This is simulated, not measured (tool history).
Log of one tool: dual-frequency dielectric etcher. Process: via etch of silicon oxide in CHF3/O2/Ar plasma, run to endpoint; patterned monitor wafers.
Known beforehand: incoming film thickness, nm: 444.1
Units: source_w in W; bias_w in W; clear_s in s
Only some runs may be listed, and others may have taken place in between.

run	hour	source_w	bias_w	clear_s
1	0	530	213	213.48
2	4.6	530	228	207.49
3	6.6	530	256	193.16
4	14.7	530	224	207.79
5	22.7	570	224	201.28
6	27.8	600	226	195.39
7	30.2	620	227	189.66
8	38.1	630	228	187.58

Run 9 comes next. What will it give?
9	41	640	228	?

{"run 9": {"clear_s": 186.24}}
